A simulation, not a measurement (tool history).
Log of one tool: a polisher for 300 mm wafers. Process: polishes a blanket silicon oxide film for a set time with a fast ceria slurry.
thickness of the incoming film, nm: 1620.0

run	day	flow of slurry (ml/min)	pressure of the wafer on the pad (psi)	speed of the pad under the wafer (m/s)	polishing time (s)	film removed (Å)
1	0.000	150	2.3	1.18	26	3187.2
2	0.162	150	2.8	1.18	26	3791.7
3	0.446	150	3.3	1.18	26	4384.3
4	0.638	150	2.6	1.14	26	3475.9
5	0.792	150	2.1	1.12	26	2722.3
6	1.071	165	2.1	1.12	26	2864.6

The next listed run, before its measurement:
7	1.279	125	1.5	1.10	26	?

{"run 7": {"film removed (Å)": 1902.5}}

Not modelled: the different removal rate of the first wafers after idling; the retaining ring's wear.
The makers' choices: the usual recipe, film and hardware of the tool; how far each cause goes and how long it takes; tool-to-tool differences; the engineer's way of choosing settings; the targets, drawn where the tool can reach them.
